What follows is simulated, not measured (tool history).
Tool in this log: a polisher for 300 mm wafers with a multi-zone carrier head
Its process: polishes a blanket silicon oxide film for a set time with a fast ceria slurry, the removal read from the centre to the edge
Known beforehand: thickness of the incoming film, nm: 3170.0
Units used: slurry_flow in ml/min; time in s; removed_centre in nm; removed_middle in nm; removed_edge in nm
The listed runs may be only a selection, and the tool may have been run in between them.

run,hour,slurry_flow,centre_zone,middle_zone,edge_zone,time,removed_centre,removed_middle,removed_edge
1,0.0,210,1.00,1.00,1.00,63,1176.60,1172.90,1092.40
2,0.6,210,1.00,1.00,1.00,51,932.85,953.27,868.80
3,7.6,210,1.00,1.00,1.00,41,757.68,767.94,702.82
4,16.5,245,1.00,1.00,1.00,41,767.95,787.05,711.68
5,20.5,215,1.00,1.00,1.00,41,753.81,774.14,699.53
6,25.0,220,1.01,1.00,1.01,41,769.76,768.61,723.77
7,27.7,280,1.11,1.01,1.05,42,901.68,823.15,754.52
8,36.3,280,1.11,1.01,1.06,42,884.60,818.73,757.09

Run 9, settings as shown, results not yet in. Your forecast:
9,41.1,280,1.11,1.01,1.07,42,?,?,?

{"run 9": {"removed_centre": 900.81, "removed_middle": 824.7, "removed_edge": 765.12}}
